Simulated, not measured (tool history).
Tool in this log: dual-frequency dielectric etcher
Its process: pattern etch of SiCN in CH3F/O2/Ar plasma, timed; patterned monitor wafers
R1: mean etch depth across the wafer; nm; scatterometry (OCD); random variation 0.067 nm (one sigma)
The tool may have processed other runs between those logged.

Run 1, hour 0.0: source power (W) 310, bias power (W) 68, etch time (s) 48.0. Result: R1 15.659 nm.
Run 2, hour 6.0: source power (W) 310, bias power (W) 68, etch time (s) 48.0. Result: R1 15.604 nm.
Run 3, hour 12.6: source power (W) 280, bias power (W) 68, etch time (s) 48.0. Result: R1 14.618 nm.
Run 4, hour 21.1: source power (W) 300, bias power (W) 68, etch time (s) 48.0. Result: R1 15.283 nm.
Run 5, hour 26.5: source power (W) 300, bias power (W) 68, etch time (s) 44.5. Result: R1 14.174 nm.
Run 6, hour 32.9: source power (W) 320, bias power (W) 69, etch time (s) 44.5. Result: R1 14.755 nm.
Run 7, hour 35.6: source power (W) 340, bias power (W) 70, etch time (s) 44.5. Result: R1 15.312 nm.

For run 8, what comes out?
Run 8, hour 40.7: source power (W) 360, bias power (W) 71, etch time (s) 44.5. Result: R1 ?.

R1: 15.952 nm

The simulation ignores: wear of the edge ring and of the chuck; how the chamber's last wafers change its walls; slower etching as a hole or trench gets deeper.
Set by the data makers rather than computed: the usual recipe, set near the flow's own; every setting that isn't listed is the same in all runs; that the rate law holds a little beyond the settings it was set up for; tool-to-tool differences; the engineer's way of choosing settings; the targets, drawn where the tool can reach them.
